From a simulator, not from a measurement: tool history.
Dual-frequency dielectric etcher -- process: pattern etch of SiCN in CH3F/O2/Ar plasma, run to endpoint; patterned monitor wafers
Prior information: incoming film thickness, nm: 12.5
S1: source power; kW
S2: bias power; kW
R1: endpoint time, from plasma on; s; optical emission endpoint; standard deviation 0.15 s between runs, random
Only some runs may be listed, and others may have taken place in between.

{"run": 1, "hour": 0.0, "S1": 0.32, "S2": 0.075, "R1": 37.774}
{"run": 2, "hour": 5.2, "S1": 0.28, "S2": 0.072, "R1": 40.113}
{"run": 3, "hour": 10.4, "S1": 0.25, "S2": 0.069, "R1": 42.609}
{"run": 4, "hour": 11.4, "S1": 0.19, "S2": 0.069, "R1": 46.708}
{"run": 5, "hour": 18.4, "S1": 0.19, "S2": 0.063, "R1": 48.177}
{"run": 6, "hour": 24.7, "S1": 0.19, "S2": 0.063, "R1": 48.346}

Forecast run 7:
{"run": 7, "hour": 32.6, "S1": 0.2, "S2": 0.063, "R1": "?"}

{"run 7": {"R1": 47.283}}
